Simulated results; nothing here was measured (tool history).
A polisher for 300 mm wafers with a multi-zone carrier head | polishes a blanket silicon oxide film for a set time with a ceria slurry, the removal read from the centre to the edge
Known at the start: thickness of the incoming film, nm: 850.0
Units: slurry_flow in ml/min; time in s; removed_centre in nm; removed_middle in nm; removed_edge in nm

run,hour,slurry_flow,centre_zone,middle_zone,edge_zone,time,removed_centre,removed_middle,removed_edge
1,0.0,185,1.00,1.00,1.00,54,337.33,355.90,353.34
2,1.0,185,1.00,1.00,1.04,54,339.42,347.08,359.20
3,9.3,185,1.00,1.00,0.97,54,345.49,349.98,348.69
4,16.9,220,1.00,1.00,0.97,54,348.21,365.12,352.14
5,24.6,220,1.00,1.00,0.97,45,293.33,303.33,293.65
6,33.5,220,1.00,1.03,1.01,52,343.27,352.20,345.64
7,40.6,220,0.97,1.06,1.02,57,365.37,394.76,381.65
8,48.8,220,0.96,1.09,1.04,60,381.64,430.34,410.45
9,51.9,225,0.96,1.11,1.06,61,380.68,446.21,419.75

The next listed run, before its measurement:
10,56.3,230,0.98,1.12,1.08,62,?,?,?

removed_centre: 398.15 nm
removed_middle: 453.72 nm
removed_edge: 432.87 nm

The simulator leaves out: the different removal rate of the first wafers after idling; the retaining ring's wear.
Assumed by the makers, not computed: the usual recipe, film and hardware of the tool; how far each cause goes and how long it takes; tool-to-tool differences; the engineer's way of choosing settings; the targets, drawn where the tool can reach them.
